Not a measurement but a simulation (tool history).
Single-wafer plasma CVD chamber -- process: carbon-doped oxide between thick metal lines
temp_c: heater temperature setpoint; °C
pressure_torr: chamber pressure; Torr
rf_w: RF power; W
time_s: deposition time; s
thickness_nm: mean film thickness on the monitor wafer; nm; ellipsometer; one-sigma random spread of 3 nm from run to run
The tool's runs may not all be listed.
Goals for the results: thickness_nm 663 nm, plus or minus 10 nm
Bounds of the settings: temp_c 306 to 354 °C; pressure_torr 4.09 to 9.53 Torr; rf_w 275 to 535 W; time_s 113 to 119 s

run 1 day=0 | temp_c=330 pressure_torr=6.81 rf_w=405 time_s=119 | thickness_nm=587.65
run 2 day=0.225 | temp_c=328 pressure_torr=6.93 rf_w=410 time_s=119 | thickness_nm=595.8
run 3 day=0.296 | temp_c=327 pressure_torr=7.02 rf_w=415 time_s=119 | thickness_nm=602.6
run 4 day=0.525 | temp_c=326 pressure_torr=7.09 rf_w=420 time_s=119 | thickness_nm=607.8
run 5 day=0.7 | temp_c=325 pressure_torr=7.13 rf_w=425 time_s=119 | thickness_nm=616.36
run 6 day=0.95 | temp_c=324 pressure_torr=7.18 rf_w=430 time_s=119 | thickness_nm=616.83
run 7 day=1.088 | temp_c=324 pressure_torr=7.2 rf_w=435 time_s=119 | thickness_nm=625.09
run 8 day=1.288 | temp_c=323 pressure_torr=7.24 rf_w=440 time_s=119 | thickness_nm=632.86

Which single option among these 5 for the next run brings every result within its allowed miss of target? Just one does.
run A day=1.488 | temp_c=327 pressure_torr=5.7 rf_w=490 time_s=119 | thickness_nm=?
run B day=1.488 | temp_c=326 pressure_torr=7.5 rf_w=465 time_s=119 | thickness_nm=?
run C day=1.488 | temp_c=306 pressure_torr=7.55 rf_w=470 time_s=114 | thickness_nm=?
run D day=1.488 | temp_c=327 pressure_torr=7.91 rf_w=445 time_s=113 | thickness_nm=?
run E day=1.488 | temp_c=323 pressure_torr=9.53 rf_w=465 time_s=116 | thickness_nm=?

move=A thickness_nm=643.84
move=B thickness_nm=641.79
move=C thickness_nm=659.67
move=D thickness_nm=594.77
move=E thickness_nm=640.14
A: closes in on the targets versus the last run, not all within tolerance yet
B: closes in on the targets versus the last run, not all within tolerance yet
C: all results in spec
D: lands further from the targets than the last run did
E: closes in on the targets versus the last run, not all within tolerance yet
Correct choice: C, which meets every target

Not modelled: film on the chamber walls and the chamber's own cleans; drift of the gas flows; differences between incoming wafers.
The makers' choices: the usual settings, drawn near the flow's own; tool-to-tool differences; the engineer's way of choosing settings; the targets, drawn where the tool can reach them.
